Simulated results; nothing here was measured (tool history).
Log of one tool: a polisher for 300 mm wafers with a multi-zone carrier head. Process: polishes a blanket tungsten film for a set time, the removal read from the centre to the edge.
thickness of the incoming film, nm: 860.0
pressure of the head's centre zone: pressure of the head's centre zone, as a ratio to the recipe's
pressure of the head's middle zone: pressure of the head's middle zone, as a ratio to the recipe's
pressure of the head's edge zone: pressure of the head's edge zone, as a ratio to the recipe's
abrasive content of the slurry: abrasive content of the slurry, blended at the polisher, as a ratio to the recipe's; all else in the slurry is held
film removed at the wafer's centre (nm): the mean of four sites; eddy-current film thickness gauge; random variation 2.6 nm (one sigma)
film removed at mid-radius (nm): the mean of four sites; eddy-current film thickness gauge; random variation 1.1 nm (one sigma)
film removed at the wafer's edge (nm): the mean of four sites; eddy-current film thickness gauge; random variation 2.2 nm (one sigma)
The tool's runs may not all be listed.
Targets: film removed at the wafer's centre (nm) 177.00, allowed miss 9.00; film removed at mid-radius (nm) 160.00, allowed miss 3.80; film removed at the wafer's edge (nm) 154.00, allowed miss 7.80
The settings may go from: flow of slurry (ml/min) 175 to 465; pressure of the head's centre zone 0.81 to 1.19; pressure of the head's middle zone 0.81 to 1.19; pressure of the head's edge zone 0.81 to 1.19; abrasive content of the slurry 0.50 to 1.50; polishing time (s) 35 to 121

| run | hour | flow of slurry (ml/min) | pressure of the head's centre zone | pressure of the head's middle zone | pressure of the head's edge zone | abrasive content of the slurry | polishing time (s) | film removed at the wafer's centre (nm) | film removed at mid-radius (nm) | film removed at the wafer's edge (nm) |
|---|---|---|---|---|---|---|---|---|---|---|
| 1 | 0.0 | 295 | 1.00 | 1.00 | 1.00 | 1.00 | 78 | 301.89 | 301.48 | 302.83 |
| 2 | 7.1 | 295 | 1.01 | 0.99 | 0.98 | 0.95 | 74 | 289.47 | 280.53 | 276.92 |
| 3 | 10.1 | 295 | 1.00 | 0.98 | 0.97 | 0.90 | 71 | 274.01 | 262.73 | 264.86 |
| 4 | 17.6 | 320 | 1.00 | 0.98 | 0.97 | 0.90 | 71 | 277.17 | 269.40 | 258.96 |
| 5 | 23.1 | 325 | 0.99 | 0.96 | 0.96 | 0.85 | 68 | 258.40 | 249.11 | 250.25 |
| 6 | 28.8 | 325 | 0.99 | 0.96 | 0.96 | 1.00 | 68 | 270.39 | 256.13 | 259.59 |
| 7 | 30.5 | 335 | 0.99 | 0.95 | 0.95 | 0.95 | 65 | 257.03 | 239.11 | 245.86 |
| 8 | 38.0 | 340 | 0.99 | 0.95 | 0.94 | 0.90 | 62 | 245.50 | 225.82 | 231.72 |
| 9 | 44.8 | 345 | 0.99 | 0.95 | 0.93 | 0.85 | 60 | 237.59 | 216.82 | 219.68 |
| 10 | 50.3 | 350 | 0.99 | 0.95 | 0.92 | 0.80 | 58 | 223.53 | 207.09 | 209.73 |
| 11 | 51.1 | 355 | 0.99 | 0.95 | 0.91 | 0.75 | 57 | 214.40 | 204.46 | 206.55 |
| 12 | 54.7 | 355 | 0.99 | 0.95 | 0.91 | 0.75 | 57 | 210.13 | 200.83 | 197.80 |
| 13 | 62.1 | 355 | 1.00 | 0.95 | 0.90 | 0.70 | 56 | 210.11 | 194.34 | 195.06 |
| 14 | 70.4 | 360 | 1.00 | 0.95 | 0.89 | 0.70 | 55 | 209.60 | 193.27 | 188.08 |
| 15 | 72.9 | 360 | 1.00 | 0.95 | 0.89 | 0.70 | 55 | 208.05 | 191.36 | 192.28 |
| 16 | 76.9 | 365 | 1.00 | 0.95 | 0.88 | 0.70 | 54 | 202.82 | 189.76 | 184.41 |
| 17 | 83.5 | 365 | 1.00 | 0.95 | 0.87 | 0.70 | 53 | 199.16 | 181.79 | 176.84 |

Which of these 5 next moves meets every target?
| A | 90.1 | 425 | 0.95 | 1.05 | 0.86 | 0.65 | 57 | ? | ? | ? |
| B | 90.1 | 380 | 1.18 | 0.94 | 0.83 | 0.80 | 42 | ? | ? | ? |
| C | 90.1 | 300 | 0.82 | 0.83 | 1.15 | 0.75 | 51 | ? | ? | ? |
| D | 90.1 | 400 | 0.97 | 1.19 | 0.81 | 0.50 | 53 | ? | ? | ? |
| E | 90.1 | 360 | 1.02 | 0.94 | 0.84 | 0.90 | 44 | ? | ? | ? |

| move | film removed at the wafer's centre (nm) | film removed at mid-radius (nm) | film removed at the wafer's edge (nm) |
|---|---|---|---|
| A | 210.17 | 212.71 | 186.26 |
| B | 196.50 | 147.68 | 140.53 |
| C | 162.97 | 156.31 | 191.65 |
| D | 188.35 | 208.01 | 159.49 |
| E | 183.03 | 158.09 | 151.21 |
A: further off than the last run
B: takes the result that was furthest off past its target
C: brings the result that was furthest off to its target, and leaves another outside
D: further off than the last run
E: meets every target
The right move is E.
